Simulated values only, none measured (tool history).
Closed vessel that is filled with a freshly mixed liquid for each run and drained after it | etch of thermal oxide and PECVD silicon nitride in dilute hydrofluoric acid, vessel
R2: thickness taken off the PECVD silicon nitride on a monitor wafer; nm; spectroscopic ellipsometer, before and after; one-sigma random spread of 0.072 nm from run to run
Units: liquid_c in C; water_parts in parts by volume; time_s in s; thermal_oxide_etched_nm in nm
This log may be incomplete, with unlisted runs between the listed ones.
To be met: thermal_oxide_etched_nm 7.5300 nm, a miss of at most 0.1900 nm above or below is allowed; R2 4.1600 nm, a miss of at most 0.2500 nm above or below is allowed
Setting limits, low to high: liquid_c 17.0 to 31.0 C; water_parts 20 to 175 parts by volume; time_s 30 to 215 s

Run 1, hour 0.0: liquid_c 23.0 C, water_parts 95 parts by volume, time_s 110 s. Result: thermal_oxide_etched_nm 4.5638 nm, R2 2.1225 nm.
Run 2, hour 5.8: liquid_c 24.0 C, water_parts 95 parts by volume, time_s 110 s. Result: thermal_oxide_etched_nm 4.8195 nm, R2 2.2437 nm.
Run 3, hour 7.4: liquid_c 25.0 C, water_parts 95 parts by volume, time_s 110 s. Result: thermal_oxide_etched_nm 4.9990 nm, R2 2.4330 nm.
Run 4, hour 11.1: liquid_c 25.0 C, water_parts 95 parts by volume, time_s 130 s. Result: thermal_oxide_etched_nm 5.9408 nm, R2 2.8167 nm.
Run 5, hour 17.2: liquid_c 22.0 C, water_parts 95 parts by volume, time_s 130 s. Result: thermal_oxide_etched_nm 5.2935 nm, R2 2.2524 nm.
Run 6, hour 24.4: liquid_c 23.0 C, water_parts 95 parts by volume, time_s 130 s. Result: thermal_oxide_etched_nm 5.3918 nm, R2 2.4437 nm.
Run 7, hour 25.4: liquid_c 24.0 C, water_parts 95 parts by volume, time_s 130 s. Result: thermal_oxide_etched_nm 5.6777 nm, R2 2.6577 nm.
Run 8, hour 34.2: liquid_c 24.5 C, water_parts 95 parts by volume, time_s 130 s. Result: thermal_oxide_etched_nm 5.7296 nm, R2 2.7317 nm.
Run 9, hour 37.2: liquid_c 25.0 C, water_parts 95 parts by volume, time_s 130 s. Result: thermal_oxide_etched_nm 5.9274 nm, R2 2.7820 nm.
Run 10, hour 38.0: liquid_c 25.0 C, water_parts 95 parts by volume, time_s 130 s. Result: thermal_oxide_etched_nm 5.8833 nm, R2 2.8073 nm.
Run 11, hour 39.7: liquid_c 25.5 C, water_parts 95 parts by volume, time_s 130 s. Result: thermal_oxide_etched_nm 5.9005 nm, R2 2.8569 nm.
Run 12, hour 46.0: liquid_c 25.5 C, water_parts 95 parts by volume, time_s 130 s. Result: thermal_oxide_etched_nm 5.9828 nm, R2 2.8860 nm.
Run 13, hour 47.1: liquid_c 26.0 C, water_parts 95 parts by volume, time_s 130 s. Result: thermal_oxide_etched_nm 6.1070 nm, R2 3.0241 nm.
Run 14, hour 51.1: liquid_c 26.5 C, water_parts 95 parts by volume, time_s 130 s. Result: thermal_oxide_etched_nm 6.2074 nm, R2 3.1742 nm.
Run 15, hour 54.4: liquid_c 27.0 C, water_parts 95 parts by volume, time_s 130 s. Result: thermal_oxide_etched_nm 6.3136 nm, R2 3.1626 nm.

5 candidate next runs follow, results not yet known. Just one meets every target within its allowed miss. Identify it.
Run A, hour 57.7: liquid_c 22.0 C, water_parts 85 parts by volume, time_s 175 s. Result: thermal_oxide_etched_nm ?, R2 ?.
Run B, hour 57.7: liquid_c 24.5 C, water_parts 80 parts by volume, time_s 140 s. Result: thermal_oxide_etched_nm ?, R2 ?.
Run C, hour 57.7: liquid_c 19.0 C, water_parts 75 parts by volume, time_s 165 s. Result: thermal_oxide_etched_nm ?, R2 ?.
Run D, hour 57.7: liquid_c 30.0 C, water_parts 105 parts by volume, time_s 155 s. Result: thermal_oxide_etched_nm ?, R2 ?.
Run E, hour 57.7: liquid_c 29.5 C, water_parts 100 parts by volume, time_s 105 s. Result: thermal_oxide_etched_nm ?, R2 ?.

move  thermal_oxide_etched_nm      R2
   A                   7.8986  3.5634
   B                   7.4735  3.5760
   C                   7.5410  3.0929
   D                   7.5417  4.3041
   E                   5.3017  2.9676
A: takes the biggest miss from the last run beyond its target
B: brings the result that was furthest off to its target, and leaves another outside
C: brings the result that was furthest off to its target, and leaves another outside
D: meets every target
E: moves away from the targets compared with the last run
The right move is D.
